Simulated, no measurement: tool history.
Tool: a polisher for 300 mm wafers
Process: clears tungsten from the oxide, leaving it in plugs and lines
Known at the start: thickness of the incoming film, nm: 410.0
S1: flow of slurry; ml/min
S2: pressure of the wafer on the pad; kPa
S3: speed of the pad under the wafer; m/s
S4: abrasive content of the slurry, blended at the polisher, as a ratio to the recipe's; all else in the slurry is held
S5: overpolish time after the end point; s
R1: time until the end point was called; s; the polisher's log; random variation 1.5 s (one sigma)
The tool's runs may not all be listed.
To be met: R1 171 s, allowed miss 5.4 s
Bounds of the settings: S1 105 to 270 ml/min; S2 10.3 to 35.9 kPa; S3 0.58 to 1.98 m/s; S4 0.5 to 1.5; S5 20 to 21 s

run 1 hour=0 | S1=175 S2=22.8 S3=1.28 S4=1 S5=20 | R1=70.863
run 2 hour=1.5 | S1=175 S2=18.6 S3=1.28 S4=1 S5=20 | R1=84.667
run 3 hour=3.7 | S1=170 S2=15.9 S3=1.14 S4=1 S5=20 | R1=112.14
run 4 hour=8 | S1=170 S2=21.4 S3=1.14 S4=1 S5=20 | R1=83.261
run 5 hour=16.4 | S1=170 S2=18.6 S3=1.14 S4=1 S5=20 | R1=95.792
run 6 hour=20.9 | S1=140 S2=18.6 S3=1.14 S4=1 S5=20 | R1=97.533
run 7 hour=26.7 | S1=140 S2=18.6 S3=1.14 S4=1 S5=20 | R1=97.71
run 8 hour=29.1 | S1=140 S2=15.9 S3=1.08 S4=1 S5=20 | R1=118.52
run 9 hour=33.2 | S1=140 S2=13.8 S3=1.04 S4=1 S5=20 | R1=142.11
run 10 hour=34.9 | S1=130 S2=10.3 S3=1.04 S4=1 S5=20 | R1=192.2
run 11 hour=38 | S1=145 S2=10.3 S3=1.04 S4=1 S5=20 | R1=187.28

4 next moves are on the table. One of them brings every result within its allowed miss. Which?
run A hour=41.1 | S1=165 S2=10.3 S3=0.86 S4=1 S5=20 | R1=?
run B hour=41.1 | S1=110 S2=11 S3=1.16 S4=0.9 S5=20 | R1=?
run C hour=41.1 | S1=115 S2=10.3 S3=0.96 S4=0.95 S5=20 | R1=?
run D hour=41.1 | S1=130 S2=10.3 S3=0.82 S4=1.25 S5=21 | R1=?

move=A R1=224.5
move=B R1=173.62
move=C R1=215.66
move=D R1=224.8
A: further off than the last run
B: meets every target
C: further off than the last run
D: further off than the last run
Move B is the one to make.
